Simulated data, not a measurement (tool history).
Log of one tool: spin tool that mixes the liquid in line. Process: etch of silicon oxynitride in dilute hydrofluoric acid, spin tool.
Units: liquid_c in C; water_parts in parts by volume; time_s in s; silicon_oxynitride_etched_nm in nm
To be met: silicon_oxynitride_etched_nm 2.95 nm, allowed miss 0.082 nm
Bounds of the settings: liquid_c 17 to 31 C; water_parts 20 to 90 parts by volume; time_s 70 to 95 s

run,hour,liquid_c,water_parts,time_s,silicon_oxynitride_etched_nm
1,0,23,50,95,4.5908
2,7.1,25,50,95,5.0787
3,15.8,25,40,95,6.4223
4,17.9,25,40,70,4.7076
5,26.1,22.5,40,70,4.1666
6,31.4,20.5,40,70,3.7663
7,39.7,20,40,70,3.6781
8,41.7,19.5,40,70,3.5615
9,44.3,19.5,40,70,3.5659
10,46.7,17,45,70,2.7973

Which of these 5 next moves meets every target?
A,49.1,18,50,85,?
B,49.1,17,55,80,?
C,49.1,17,40,70,?
D,49.1,19.5,55,85,?
E,49.1,17.5,50,80,?

move,silicon_oxynitride_etched_nm
A,3.195
B,2.589
C,3.1426
D,3.1238
E,2.9311
A: takes the result that was furthest off past its target
B: further off than the last run
C: takes the result that was furthest off past its target
D: takes the result that was furthest off past its target
E: meets every target
Move E is the one to make.
